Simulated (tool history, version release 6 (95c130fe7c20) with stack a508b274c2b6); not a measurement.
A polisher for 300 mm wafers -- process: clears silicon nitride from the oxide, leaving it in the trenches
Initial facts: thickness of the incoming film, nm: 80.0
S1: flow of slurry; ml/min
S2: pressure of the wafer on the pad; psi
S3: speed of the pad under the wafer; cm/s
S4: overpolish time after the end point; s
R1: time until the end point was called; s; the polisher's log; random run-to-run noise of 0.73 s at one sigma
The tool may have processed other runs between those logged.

Run 1, hour 0: S1 270 ml/min, S2 3 psi, S3 96 cm/s, S4 32 s. Result: R1 94.079 s.
Run 2, hour 2.8: S1 270 ml/min, S2 3.1 psi, S3 96 cm/s, S4 32 s. Result: R1 89.146 s.
Run 3, hour 10: S1 270 ml/min, S2 3.1 psi, S3 96 cm/s, S4 32 s. Result: R1 91.871 s.
Run 4, hour 16.4: S1 270 ml/min, S2 2.7 psi, S3 96 cm/s, S4 32 s. Result: R1 104.26 s.
Run 5, hour 19.7: S1 270 ml/min, S2 2.3 psi, S3 96 cm/s, S4 32 s. Result: R1 123.9 s.
Run 6, hour 23.1: S1 230 ml/min, S2 2.3 psi, S3 96 cm/s, S4 32 s. Result: R1 123.17 s.
Run 7, hour 27: S1 230 ml/min, S2 2.3 psi, S3 96 cm/s, S4 32 s. Result: R1 122.46 s.
Run 8, hour 35.4: S1 235 ml/min, S2 3.1 psi, S3 98 cm/s, S4 32 s. Result: R1 91.236 s.
Run 9, hour 39.8: S1 240 ml/min, S2 3.2 psi, S3 98 cm/s, S4 32 s. Result: R1 87.634 s.
Run 10, hour 46.5: S1 245 ml/min, S2 3.2 psi, S3 98 cm/s, S4 32 s. Result: R1 88.663 s.
Run 11, hour 48.2: S1 250 ml/min, S2 3.2 psi, S3 98 cm/s, S4 32 s. Result: R1 88.596 s.

Run 12, settings as shown, results not yet in. Your forecast:
Run 12, hour 50.9: S1 255 ml/min, S2 3.2 psi, S3 98 cm/s, S4 32 s. Result: R1 ?.

For run 12 the tool returned R1 87.174 s.

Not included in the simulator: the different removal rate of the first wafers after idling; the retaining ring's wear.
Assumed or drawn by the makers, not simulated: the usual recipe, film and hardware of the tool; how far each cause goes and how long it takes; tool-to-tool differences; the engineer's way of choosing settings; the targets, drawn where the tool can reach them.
